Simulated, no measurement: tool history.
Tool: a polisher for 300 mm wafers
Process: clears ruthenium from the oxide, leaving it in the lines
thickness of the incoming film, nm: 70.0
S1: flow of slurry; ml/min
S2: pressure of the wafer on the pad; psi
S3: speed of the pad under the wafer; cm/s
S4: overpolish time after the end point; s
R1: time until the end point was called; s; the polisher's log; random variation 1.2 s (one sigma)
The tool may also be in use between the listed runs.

run 1 hour=0.0 | S1=165 S2=1.7 S3=102 S4=21 | R1=81.421
run 2 hour=5.9 | S1=165 S2=1.6 S3=102 S4=21 | R1=88.367
run 3 hour=10.5 | S1=140 S2=1.6 S3=102 S4=21 | R1=87.877
run 4 hour=15.0 | S1=155 S2=1.6 S3=102 S4=21 | R1=87.264
run 5 hour=23.6 | S1=155 S2=1.6 S3=122 S4=21 | R1=74.357
run 6 hour=32.0 | S1=155 S2=1.5 S3=122 S4=21 | R1=77.778

Forecast run 7:
run 7 hour=39.7 | S1=155 S2=1.4 S3=122 S4=21 | R1=?

Run 7 gave R1 84.961 s.

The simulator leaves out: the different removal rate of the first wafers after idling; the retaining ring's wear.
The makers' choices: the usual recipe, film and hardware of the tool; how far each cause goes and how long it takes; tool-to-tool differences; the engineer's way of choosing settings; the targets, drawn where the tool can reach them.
